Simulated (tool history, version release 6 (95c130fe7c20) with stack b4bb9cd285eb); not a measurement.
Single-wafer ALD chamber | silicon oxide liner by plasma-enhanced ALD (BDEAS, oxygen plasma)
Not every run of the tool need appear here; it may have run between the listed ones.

| run | hour | heater temperature setpoint (°C) | number of ALD cycles (cycles) | mean film thickness on the monitor wafer (angstrom) |
|---|---|---|---|---|
| 1 | 0 | 325 | 53 | 47.949 |
| 2 | 0.8 | 323 | 57 | 51.682 |
| 3 | 3.5 | 332 | 57 | 50.763 |
| 4 | 4.7 | 327 | 57 | 51.338 |
| 5 | 5.3 | 336 | 57 | 50.314 |
| 6 | 7.1 | 344 | 57 | 49.952 |
| 7 | 10.6 | 342 | 60 | 52.283 |
| 8 | 15.4 | 339 | 62 | 54.603 |

Run 9 has not been measured yet. What should we expect?
| 9 | 20.2 | 336 | 63 | ? |

Run 9 yielded mean film thickness on the monitor wafer (angstrom) 55.97.
